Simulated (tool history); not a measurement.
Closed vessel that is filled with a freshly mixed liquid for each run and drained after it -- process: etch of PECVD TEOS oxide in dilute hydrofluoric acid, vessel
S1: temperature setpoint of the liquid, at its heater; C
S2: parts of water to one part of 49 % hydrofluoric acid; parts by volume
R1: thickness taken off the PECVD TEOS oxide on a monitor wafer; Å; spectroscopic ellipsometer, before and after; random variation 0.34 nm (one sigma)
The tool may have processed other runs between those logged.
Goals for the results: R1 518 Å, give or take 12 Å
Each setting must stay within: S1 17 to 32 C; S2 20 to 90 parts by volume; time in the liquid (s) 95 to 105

Run 1, day 0: S1 24 C, S2 50 parts by volume, time in the liquid (s) 95. Result: R1 588.44 Å.
Run 2, day 0.1: S1 24 C, S2 45 parts by volume, time in the liquid (s) 95. Result: R1 653.74 Å.
Run 3, day 0.142: S1 23 C, S2 45 parts by volume, time in the liquid (s) 95. Result: R1 620.31 Å.
Run 4, day 0.458: S1 22 C, S2 45 parts by volume, time in the liquid (s) 95. Result: R1 606.91 Å.
Run 5, day 0.5: S1 21 C, S2 45 parts by volume, time in the liquid (s) 95. Result: R1 580.73 Å.
Run 6, day 0.533: S1 21 C, S2 55 parts by volume, time in the liquid (s) 95. Result: R1 467.99 Å.
Run 7, day 0.671: S1 21.5 C, S2 55 parts by volume, time in the liquid (s) 95. Result: R1 475.59 Å.
Run 8, day 0.983: S1 22 C, S2 55 parts by volume, time in the liquid (s) 95. Result: R1 493.9 Å.
Run 9, day 1.329: S1 22.5 C, S2 55 parts by volume, time in the liquid (s) 95. Result: R1 502.23 Å.

Exactly one of the 4 candidate moves below puts every result within its allowed miss. Which one?
Run A, day 1.675: S1 23.5 C, S2 55 parts by volume, time in the liquid (s) 95. Result: R1 ?.
Run B, day 1.675: S1 21.5 C, S2 50 parts by volume, time in the liquid (s) 100. Result: R1 ?.
Run C, day 1.675: S1 22 C, S2 55 parts by volume, time in the liquid (s) 105. Result: R1 ?.
Run D, day 1.675: S1 23.5 C, S2 55 parts by volume, time in the liquid (s) 100. Result: R1 ?.

move      R1
   A  518.86
   B  556.39
   C  538.94
   D  546.17
A: hits every target within its allowed miss
B: pushes the last run's worst result past its target
C: pushes the last run's worst result past its target
D: pushes the last run's worst result past its target
Correct choice: A, which meets every target
